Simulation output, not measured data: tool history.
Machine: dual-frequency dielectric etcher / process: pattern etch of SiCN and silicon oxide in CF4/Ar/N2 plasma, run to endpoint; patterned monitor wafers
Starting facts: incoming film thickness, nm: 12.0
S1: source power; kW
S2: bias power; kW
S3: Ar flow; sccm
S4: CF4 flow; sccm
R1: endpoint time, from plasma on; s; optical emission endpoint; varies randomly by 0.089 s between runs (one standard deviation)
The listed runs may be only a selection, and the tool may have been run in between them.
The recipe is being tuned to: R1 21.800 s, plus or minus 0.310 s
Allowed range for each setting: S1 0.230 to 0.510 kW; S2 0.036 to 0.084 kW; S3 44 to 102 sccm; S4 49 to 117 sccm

{"run": 1, "hour": 0.0, "S1": 0.37, "S2": 0.06, "S3": 73, "S4": 83, "R1": 14.874}
{"run": 2, "hour": 8.9, "S1": 0.37, "S2": 0.06, "S3": 65, "S4": 83, "R1": 14.742}
{"run": 3, "hour": 11.6, "S1": 0.33, "S2": 0.057, "S3": 66, "S4": 82, "R1": 17.194}
{"run": 4, "hour": 19.9, "S1": 0.38, "S2": 0.057, "S3": 66, "S4": 82, "R1": 14.631}
{"run": 5, "hour": 28.8, "S1": 0.35, "S2": 0.057, "S3": 66, "S4": 82, "R1": 16.081}
{"run": 6, "hour": 33.8, "S1": 0.32, "S2": 0.057, "S3": 66, "S4": 82, "R1": 17.742}
{"run": 7, "hour": 39.1, "S1": 0.3, "S2": 0.057, "S3": 66, "S4": 82, "R1": 19.421}
{"run": 8, "hour": 42.4, "S1": 0.29, "S2": 0.057, "S3": 66, "S4": 82, "R1": 20.134}
{"run": 9, "hour": 47.0, "S1": 0.28, "S2": 0.057, "S3": 66, "S4": 82, "R1": 20.957}

Consider the 5 candidate settings below. Which is the only one whose results all fall within their allowed miss of target?
{"run": "A", "hour": 51.6, "S1": 0.27, "S2": 0.053, "S3": 53, "S4": 98, "R1": "?"}
{"run": "B", "hour": 51.6, "S1": 0.29, "S2": 0.054, "S3": 66, "S4": 82, "R1": "?"}
{"run": "C", "hour": 51.6, "S1": 0.29, "S2": 0.056, "S3": 65, "S4": 75, "R1": "?"}
{"run": "D", "hour": 51.6, "S1": 0.26, "S2": 0.073, "S3": 62, "S4": 92, "R1": "?"}
{"run": "E", "hour": 51.6, "S1": 0.28, "S2": 0.064, "S3": 63, "S4": 84, "R1": "?"}

move=A R1=21.517
move=B R1=20.301
move=C R1=20.192
move=D R1=20.205
move=E R1=19.657
A: all results in spec
B: its largest miss is bigger than the last run's
C: its largest miss is bigger than the last run's
D: its largest miss is bigger than the last run's
E: its largest miss is bigger than the last run's
A is the move that brings every result within its allowed miss.
